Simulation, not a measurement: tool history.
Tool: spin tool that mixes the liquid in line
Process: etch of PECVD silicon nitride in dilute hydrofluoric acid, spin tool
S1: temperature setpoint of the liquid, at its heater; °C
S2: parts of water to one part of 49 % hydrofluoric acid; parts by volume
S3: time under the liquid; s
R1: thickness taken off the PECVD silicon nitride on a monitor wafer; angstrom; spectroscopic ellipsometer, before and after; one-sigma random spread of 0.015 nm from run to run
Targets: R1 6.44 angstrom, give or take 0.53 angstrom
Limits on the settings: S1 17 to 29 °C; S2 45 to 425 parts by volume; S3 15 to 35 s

run	day	S1	S2	S3	R1
1	0	21	235	35	2.3218
2	0.112	21	285	35	1.9172
3	0.183	23.5	285	35	2.0753
4	0.217	23.5	200	35	3.1063
5	0.538	24	180	35	3.592
6	0.617	24	180	15	1.6048
7	0.983	28	85	35	10.127
8	1.062	27.5	85	35	9.2499
9	1.133	27.5	85	35	9.6395

Which of these 4 next moves meets every target?
A	1.204	29	65	35	?
B	1.204	29	45	35	?
C	1.204	29	50	35	?
D	1.204	28	55	15	?

move	R1
A	13.825
B	19.891
C	17.928
D	6.5522
A: misses by more than the last run did
B: misses by more than the last run did
C: misses by more than the last run did
D: in spec on every target
Move D is the one to make.
